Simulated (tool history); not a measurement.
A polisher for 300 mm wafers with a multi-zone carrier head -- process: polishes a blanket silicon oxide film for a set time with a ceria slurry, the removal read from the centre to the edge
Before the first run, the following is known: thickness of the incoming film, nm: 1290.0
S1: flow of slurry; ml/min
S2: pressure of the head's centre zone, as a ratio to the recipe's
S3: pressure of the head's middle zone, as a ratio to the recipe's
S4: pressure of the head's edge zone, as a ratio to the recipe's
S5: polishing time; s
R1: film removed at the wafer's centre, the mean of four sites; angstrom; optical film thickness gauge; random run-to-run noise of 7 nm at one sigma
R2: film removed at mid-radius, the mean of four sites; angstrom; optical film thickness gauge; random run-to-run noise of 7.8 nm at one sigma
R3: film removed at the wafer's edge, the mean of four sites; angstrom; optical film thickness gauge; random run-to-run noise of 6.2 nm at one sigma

run	hour	S1	S2	S3	S4	S5	R1	R2	R3
1	0.0	305	1.00	1.00	1.00	64	5137.3	5072.0	5072.5
2	3.5	305	1.01	1.01	1.02	65	5332.5	5251.3	5190.5
3	6.1	305	1.01	1.07	1.02	65	5260.8	5325.2	5201.5
4	8.8	305	1.01	1.07	0.97	65	5276.1	5374.2	5066.9
5	13.4	305	1.01	1.07	1.04	65	5237.7	5471.5	5289.6
6	16.8	305	1.03	1.07	1.06	66	5271.9	5407.1	5326.6
7	25.1	310	1.04	1.07	1.06	67	5596.4	5553.0	5382.7
8	34.0	315	1.04	1.07	1.07	68	5675.6	5677.6	5484.3
9	34.7	315	1.04	1.06	1.08	69	5779.3	5658.0	5674.5
10	40.5	320	1.04	1.06	1.08	69	5800.3	5700.1	5679.4

Forecast run 11:
11	42.3	325	1.04	1.06	1.08	69	?	?	?

For run 11 the tool returned R1 5738.0 angstrom, R2 5897.5 angstrom, R3 5811.0 angstrom.
